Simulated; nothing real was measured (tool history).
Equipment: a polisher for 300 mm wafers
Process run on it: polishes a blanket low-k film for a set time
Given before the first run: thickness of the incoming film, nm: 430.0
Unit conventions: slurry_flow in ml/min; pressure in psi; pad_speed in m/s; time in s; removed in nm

run  hour  slurry_flow  pressure  pad_speed  slurry_solids  time  removed
  1     0          175       2.2       1.02              1    61   33.228
  2   4.1          175       2.2       1.02              1    61    33.53
  3  12.4          175       2.2       0.84              1    61   28.267
  4  17.7          175       2.7       0.84              1    61   33.965
  5  19.7          150       2.7       0.84              1    61   33.222
  6  28.6          165         3       0.92              1    61   39.961
  7  30.7          175       3.2          1              1    61   45.681

What will run 8 give?
  8  37.9          180       3.3       1.06              1    61        ?

removed: 48.997 nm

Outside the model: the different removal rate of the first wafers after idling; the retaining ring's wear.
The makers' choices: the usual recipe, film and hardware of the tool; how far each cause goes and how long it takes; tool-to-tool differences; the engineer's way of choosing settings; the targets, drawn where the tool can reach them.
